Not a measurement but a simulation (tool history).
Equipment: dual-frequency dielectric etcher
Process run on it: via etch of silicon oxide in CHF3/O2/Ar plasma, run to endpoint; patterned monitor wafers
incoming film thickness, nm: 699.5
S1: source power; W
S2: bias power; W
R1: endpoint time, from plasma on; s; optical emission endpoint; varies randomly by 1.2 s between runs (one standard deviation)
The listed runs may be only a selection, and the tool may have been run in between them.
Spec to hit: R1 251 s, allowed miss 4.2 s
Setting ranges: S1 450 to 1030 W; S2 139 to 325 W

Run 1, hour 0: S1 740 W, S2 232 W. Result: R1 281.59 s.
Run 2, hour 1.1: S1 740 W, S2 192 W. Result: R1 305.23 s.
Run 3, hour 6.1: S1 860 W, S2 192 W. Result: R1 290.96 s.
Run 4, hour 11.7: S1 980 W, S2 192 W. Result: R1 278.7 s.
Run 5, hour 17.7: S1 990 W, S2 206 W. Result: R1 270.79 s.
Run 6, hour 18.6: S1 990 W, S2 224 W. Result: R1 261.31 s.
Run 7, hour 19.2: S1 1000 W, S2 228 W. Result: R1 258.39 s.
Run 8, hour 25.9: S1 1010 W, S2 231 W. Result: R1 256.69 s.

Exactly one of the 5 candidate moves below puts every result within its allowed miss. Which one?
Run A, hour 32.6: S1 1030 W, S2 237 W. Result: R1 ?.
Run B, hour 32.6: S1 1010 W, S2 220 W. Result: R1 ?.
Run C, hour 32.6: S1 920 W, S2 231 W. Result: R1 ?.
Run D, hour 32.6: S1 960 W, S2 235 W. Result: R1 ?.
Run E, hour 32.6: S1 950 W, S2 237 W. Result: R1 ?.

move      R1
   A  251.38
   B  260.37
   C  263.61
   D   258.2
   E  258.25
A: each result inside its tolerance
B: the biggest miss grows against the last run
C: the biggest miss grows against the last run
D: the biggest miss grows against the last run
E: the biggest miss grows against the last run
Correct choice: A, which meets every target
